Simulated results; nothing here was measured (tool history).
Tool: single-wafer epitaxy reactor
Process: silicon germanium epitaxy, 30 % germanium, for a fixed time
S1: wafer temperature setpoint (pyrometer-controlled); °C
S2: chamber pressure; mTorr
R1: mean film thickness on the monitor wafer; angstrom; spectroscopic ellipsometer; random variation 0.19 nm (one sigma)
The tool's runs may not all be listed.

run	hour	S1	S2	R1
1	0	610	18800	675.65
2	5.1	610	16100	628.68
3	8	607	16000	595.04
4	11.5	605	15900	572.28
5	18	605	13200	535.78
6	25.6	603	13200	516.32

The next listed run, before its measurement:
7	33.8	601	13200	?

Run 7 gave R1 490.92 angstrom.
